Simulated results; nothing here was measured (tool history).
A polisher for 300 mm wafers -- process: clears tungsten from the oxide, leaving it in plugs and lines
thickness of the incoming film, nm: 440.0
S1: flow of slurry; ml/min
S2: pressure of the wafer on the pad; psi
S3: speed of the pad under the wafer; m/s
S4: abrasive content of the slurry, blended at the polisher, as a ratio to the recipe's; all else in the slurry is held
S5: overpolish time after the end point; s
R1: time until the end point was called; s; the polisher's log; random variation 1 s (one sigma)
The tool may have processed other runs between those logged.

run	day	S1	S2	S3	S4	S5	R1
1	0	145	4.9	1.18	1	12	62.211
2	0.108	145	4.6	1.18	1	12	66.591
3	0.292	145	4.3	1.18	1	12	70.649
4	0.571	145	4.3	1.3	1	12	64.22
5	0.717	145	4.3	1.3	0.9	12	66.899
6	0.821	145	4	1.3	0.9	12	71.642
7	0.988	145	3.8	1.3	0.9	12	75.871

The next listed run, before its measurement:
8	1.208	145	3.7	1.3	0.9	12	?

Run 8 measured R1 75.121 s.

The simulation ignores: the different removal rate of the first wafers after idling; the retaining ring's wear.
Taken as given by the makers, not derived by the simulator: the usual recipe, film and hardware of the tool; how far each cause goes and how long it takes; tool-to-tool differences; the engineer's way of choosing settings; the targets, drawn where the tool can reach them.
